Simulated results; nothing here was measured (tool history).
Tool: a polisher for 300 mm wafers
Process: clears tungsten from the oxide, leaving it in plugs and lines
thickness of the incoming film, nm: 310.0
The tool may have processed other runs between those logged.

| run | hour | flow of slurry (ml/min) | pressure of the wafer on the pad (psi) | speed of the pad under the wafer (m/s) | abrasive content of the slurry | overpolish time after the end point (s) | time until the end point was called (s) |
|---|---|---|---|---|---|---|---|
| 1 | 0 | 305 | 3.9 | 0.92 | 1 | 12 | 75.124 |
| 2 | 5 | 305 | 3.9 | 0.92 | 1 | 12 | 77.158 |
| 3 | 13.2 | 305 | 3.9 | 0.92 | 0.85 | 12 | 78.589 |
| 4 | 20.3 | 305 | 3.7 | 0.92 | 0.85 | 12 | 84.451 |
| 5 | 27.6 | 305 | 3.5 | 0.92 | 0.85 | 12 | 88.779 |
| 6 | 34.7 | 380 | 3.5 | 0.92 | 0.85 | 12 | 86.482 |

Predict the results of run 7:
| 7 | 42.8 | 380 | 3.3 | 0.92 | 0.85 | 12 | ? |

{"run 7": {"time until the end point was called (s)": 93.227}}
